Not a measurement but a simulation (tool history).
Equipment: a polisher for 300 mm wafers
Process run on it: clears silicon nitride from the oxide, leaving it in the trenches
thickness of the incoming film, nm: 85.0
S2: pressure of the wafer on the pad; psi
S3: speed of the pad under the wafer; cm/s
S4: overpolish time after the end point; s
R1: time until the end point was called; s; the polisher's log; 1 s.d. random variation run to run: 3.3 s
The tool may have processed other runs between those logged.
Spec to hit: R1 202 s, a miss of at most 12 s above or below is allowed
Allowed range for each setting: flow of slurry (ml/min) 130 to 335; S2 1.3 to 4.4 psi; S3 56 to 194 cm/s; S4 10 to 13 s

Run 1, hour 0: flow of slurry (ml/min) 215, S2 2.8 psi, S3 124 cm/s, S4 13 s. Result: R1 87.342 s.
Run 2, hour 7.5: flow of slurry (ml/min) 215, S2 2.6 psi, S3 118 cm/s, S4 13 s. Result: R1 97.52 s.
Run 3, hour 13.8: flow of slurry (ml/min) 215, S2 2.4 psi, S3 112 cm/s, S4 13 s. Result: R1 109.22 s.
Run 4, hour 17.3: flow of slurry (ml/min) 215, S2 2.2 psi, S3 106 cm/s, S4 13 s. Result: R1 117.04 s.
Run 5, hour 24.6: flow of slurry (ml/min) 215, S2 2.1 psi, S3 100 cm/s, S4 13 s. Result: R1 123.73 s.
Run 6, hour 30.9: flow of slurry (ml/min) 185, S2 2.1 psi, S3 100 cm/s, S4 13 s. Result: R1 133.46 s.
Run 7, hour 33: flow of slurry (ml/min) 180, S2 2 psi, S3 96 cm/s, S4 13 s. Result: R1 143.7 s.
Run 8, hour 41.9: flow of slurry (ml/min) 175, S2 1.9 psi, S3 94 cm/s, S4 13 s. Result: R1 147.18 s.
Run 9, hour 45.5: flow of slurry (ml/min) 170, S2 1.8 psi, S3 92 cm/s, S4 13 s. Result: R1 155.62 s.
Run 10, hour 48.9: flow of slurry (ml/min) 165, S2 1.7 psi, S3 90 cm/s, S4 13 s. Result: R1 162.7 s.

Exercise: of the 5 proposed moves below, exactly one satisfies all targets within the stated allowed misses. Which move is it?
Run A, hour 52.3: flow of slurry (ml/min) 175, S2 1.8 psi, S3 104 cm/s, S4 13 s. Result: R1 ?.
Run B, hour 52.3: flow of slurry (ml/min) 130, S2 1.6 psi, S3 108 cm/s, S4 10 s. Result: R1 ?.
Run C, hour 52.3: flow of slurry (ml/min) 130, S2 1.3 psi, S3 84 cm/s, S4 10 s. Result: R1 ?.
Run D, hour 52.3: flow of slurry (ml/min) 180, S2 1.7 psi, S3 112 cm/s, S4 13 s. Result: R1 ?.
Run E, hour 52.3: flow of slurry (ml/min) 210, S2 2.6 psi, S3 102 cm/s, S4 13 s. Result: R1 ?.

move      R1
   A  135.98
   B  143.98
   C  200.69
   D  129.72
   E  111.47
A: lands further from the targets than the last run did
B: lands further from the targets than the last run did
C: meets every target
D: lands further from the targets than the last run did
E: lands further from the targets than the last run did
The right move is C.
